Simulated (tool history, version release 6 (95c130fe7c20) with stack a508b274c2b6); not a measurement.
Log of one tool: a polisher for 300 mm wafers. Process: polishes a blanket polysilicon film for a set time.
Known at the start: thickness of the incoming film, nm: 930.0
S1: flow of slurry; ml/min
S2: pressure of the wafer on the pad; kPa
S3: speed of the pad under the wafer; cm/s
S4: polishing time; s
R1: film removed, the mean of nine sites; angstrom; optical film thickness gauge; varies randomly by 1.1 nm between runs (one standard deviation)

run,hour,S1,S2,S3,S4,R1
1,0.0,145,15.2,110,30,1782.8
2,1.7,145,15.2,110,27,1591.9
3,5.9,140,13.8,110,27,1469.0
4,7.3,140,16.5,110,27,1753.4
5,14.8,140,17.9,110,27,1905.6
6,18.9,135,15.2,110,27,1562.0

What does the tool deliver on the next run?
7,26.5,120,13.8,110,27,?

Run 7 came out at R1 1405.5 angstrom.

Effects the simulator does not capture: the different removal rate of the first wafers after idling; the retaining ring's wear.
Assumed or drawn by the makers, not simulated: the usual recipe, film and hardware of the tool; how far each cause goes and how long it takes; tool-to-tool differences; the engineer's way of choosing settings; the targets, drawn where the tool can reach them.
